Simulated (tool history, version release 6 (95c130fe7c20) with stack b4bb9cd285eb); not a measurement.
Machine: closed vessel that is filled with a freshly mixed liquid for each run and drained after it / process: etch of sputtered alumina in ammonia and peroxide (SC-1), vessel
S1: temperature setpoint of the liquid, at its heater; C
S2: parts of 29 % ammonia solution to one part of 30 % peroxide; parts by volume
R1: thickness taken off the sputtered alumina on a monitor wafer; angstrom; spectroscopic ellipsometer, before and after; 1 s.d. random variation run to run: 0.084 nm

Run 1, day 0: S1 61 C, S2 0.6 parts by volume, time in the liquid (s) 170. Result: R1 119.73 angstrom.
Run 2, day 0.104: S1 62 C, S2 0.6 parts by volume, time in the liquid (s) 170. Result: R1 124.43 angstrom.
Run 3, day 0.262: S1 62 C, S2 0.5 parts by volume, time in the liquid (s) 170. Result: R1 122.97 angstrom.
Run 4, day 0.533: S1 62 C, S2 0.65 parts by volume, time in the liquid (s) 170. Result: R1 126.43 angstrom.
Run 5, day 0.896: S1 62.5 C, S2 0.65 parts by volume, time in the liquid (s) 170. Result: R1 128.83 angstrom.
Run 6, day 1.008: S1 63 C, S2 0.65 parts by volume, time in the liquid (s) 170. Result: R1 133 angstrom.

Expected results for the next run?
Run 7, day 1.112: S1 63.5 C, S2 0.65 parts by volume, time in the liquid (s) 170. Result: R1 ?.

Run 7 yielded R1 136.28 angstrom.

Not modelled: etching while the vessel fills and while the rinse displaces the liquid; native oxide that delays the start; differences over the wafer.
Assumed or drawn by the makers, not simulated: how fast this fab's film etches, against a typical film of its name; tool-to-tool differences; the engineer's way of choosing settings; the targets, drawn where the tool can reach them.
